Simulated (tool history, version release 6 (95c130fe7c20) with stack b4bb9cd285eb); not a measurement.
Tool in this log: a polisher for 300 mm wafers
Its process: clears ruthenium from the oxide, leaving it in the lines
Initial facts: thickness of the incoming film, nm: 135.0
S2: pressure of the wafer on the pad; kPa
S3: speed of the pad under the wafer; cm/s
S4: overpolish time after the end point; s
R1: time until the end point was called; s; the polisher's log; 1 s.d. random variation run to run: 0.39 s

Run 1, hour 0.0: flow of slurry (ml/min) 315, S2 14.5 kPa, S3 126 cm/s, S4 14 s. Result: R1 79.512 s.
Run 2, hour 4.2: flow of slurry (ml/min) 315, S2 15.9 kPa, S3 126 cm/s, S4 14 s. Result: R1 71.331 s.
Run 3, hour 10.6: flow of slurry (ml/min) 315, S2 15.9 kPa, S3 106 cm/s, S4 14 s. Result: R1 83.116 s.
Run 4, hour 16.6: flow of slurry (ml/min) 280, S2 15.9 kPa, S3 106 cm/s, S4 14 s. Result: R1 83.292 s.
Run 5, hour 17.8: flow of slurry (ml/min) 280, S2 17.2 kPa, S3 110 cm/s, S4 14 s. Result: R1 74.951 s.
Run 6, hour 20.6: flow of slurry (ml/min) 280, S2 14.5 kPa, S3 110 cm/s, S4 14 s. Result: R1 89.597 s.
Run 7, hour 25.2: flow of slurry (ml/min) 280, S2 15.9 kPa, S3 114 cm/s, S4 14 s. Result: R1 79.991 s.
Run 8, hour 27.4: flow of slurry (ml/min) 295, S2 17.2 kPa, S3 116 cm/s, S4 14 s. Result: R1 71.157 s.

Run 9, settings as shown, results not yet in. Your forecast:
Run 9, hour 28.5: flow of slurry (ml/min) 300, S2 21.4 kPa, S3 126 cm/s, S4 14 s. Result: R1 ?.

{"run 9": {"R1": 52.718}}
